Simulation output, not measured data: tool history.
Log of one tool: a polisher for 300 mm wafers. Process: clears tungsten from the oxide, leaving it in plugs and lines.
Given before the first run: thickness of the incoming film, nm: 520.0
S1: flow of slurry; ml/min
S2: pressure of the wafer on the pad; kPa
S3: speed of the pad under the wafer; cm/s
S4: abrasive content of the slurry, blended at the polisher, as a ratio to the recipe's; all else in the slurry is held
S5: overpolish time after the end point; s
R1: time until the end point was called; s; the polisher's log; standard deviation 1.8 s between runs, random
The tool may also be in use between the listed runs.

| run | hour | S1 | S2 | S3 | S4 | S5 | R1 |
|---|---|---|---|---|---|---|---|
| 1 | 0 | 310 | 29.6 | 124 | 1 | 29 | 77.683 |
| 2 | 8.1 | 280 | 29.6 | 124 | 1 | 29 | 79.951 |
| 3 | 16.7 | 280 | 29.6 | 100 | 1 | 29 | 91.002 |
| 4 | 22.7 | 280 | 26.9 | 100 | 1 | 29 | 99.74 |
| 5 | 27.8 | 280 | 26.9 | 100 | 1.1 | 29 | 98.013 |
| 6 | 31.2 | 280 | 26.9 | 72 | 1.1 | 29 | 119.4 |

What will run 7 give?
| 7 | 39.6 | 280 | 24.8 | 72 | 1.1 | 29 | ? |

{"run 7": {"R1": 123.7}}

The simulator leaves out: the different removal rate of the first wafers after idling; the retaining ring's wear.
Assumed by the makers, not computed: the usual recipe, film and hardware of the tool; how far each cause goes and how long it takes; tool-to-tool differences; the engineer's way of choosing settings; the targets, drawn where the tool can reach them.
